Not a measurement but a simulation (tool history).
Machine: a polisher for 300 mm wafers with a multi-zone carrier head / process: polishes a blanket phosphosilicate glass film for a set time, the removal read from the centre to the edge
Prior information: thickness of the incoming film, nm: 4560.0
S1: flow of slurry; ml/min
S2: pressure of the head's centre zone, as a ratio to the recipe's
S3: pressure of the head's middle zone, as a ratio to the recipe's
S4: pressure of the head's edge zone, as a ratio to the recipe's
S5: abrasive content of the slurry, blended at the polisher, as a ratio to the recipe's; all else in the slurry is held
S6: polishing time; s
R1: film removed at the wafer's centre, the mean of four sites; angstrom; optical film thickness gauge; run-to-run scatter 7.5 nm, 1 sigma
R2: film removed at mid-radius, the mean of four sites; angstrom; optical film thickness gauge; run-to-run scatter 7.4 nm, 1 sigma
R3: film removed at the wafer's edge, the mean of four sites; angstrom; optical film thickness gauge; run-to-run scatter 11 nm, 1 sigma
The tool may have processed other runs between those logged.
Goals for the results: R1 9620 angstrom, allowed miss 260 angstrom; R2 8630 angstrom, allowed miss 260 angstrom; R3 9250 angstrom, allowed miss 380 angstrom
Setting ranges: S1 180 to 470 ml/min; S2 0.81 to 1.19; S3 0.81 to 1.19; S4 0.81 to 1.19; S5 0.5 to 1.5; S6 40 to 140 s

run    day   S1    S2    S3    S4    S5   S6      R1      R2      R3
  1      0  300     1     1     1     1   90  6723.6    6822    6978
  2  0.346  305  1.03  1.01  1.03   1.1   90  7281.6  7335.2  7388.4
  3  0.542  305  1.03  1.01  1.03   1.1  108    8602  8938.3  8869.6
  4  0.612  305  1.03  1.01  1.03   1.3  108  9485.7    9520    9758
  5  0.988  300  1.04     1  1.02   1.3  108  9666.4  9468.9  9635.9
     1.233  -- worn pad replaced by a new one
  6  1.233  300  1.04     1  1.09   1.3  108   10474   10198   10852
  7    1.5  280  1.05   0.9  0.99  1.35  108   10399  9513.5   10591
  8  1.717  280  1.05  0.89  0.97  1.35  108   10401  9467.7   10469

Exactly one of the 5 candidate moves below puts every result within its allowed miss. Which one?
  A  1.933  295  1.05  0.99  0.92  1.35   98   ?   ?   ?
  B  1.933  325  1.19  1.01  0.96   1.5   91   ?   ?   ?
  C  1.933  295  1.13  0.96     1   1.3   94   ?   ?   ?
  D  1.933  270  1.02  1.16  0.86  1.25  101   ?   ?   ?
  E  1.933  285  0.98  0.83  1.11  1.15  114   ?   ?   ?

move      R1      R2      R3
   A  9693.1  9455.1  9313.4
   B   10421    9442  9290.9
   C  9613.8  8675.5  9093.7
   D  9333.2   10635  8902.2
   E  9842.2  8710.6   10818
A: as far off as the last run
B: as far off as the last run
C: all results in spec
D: lands further from the targets than the last run did
E: brings the result that was furthest off to its target, and leaves another outside
Answer: C
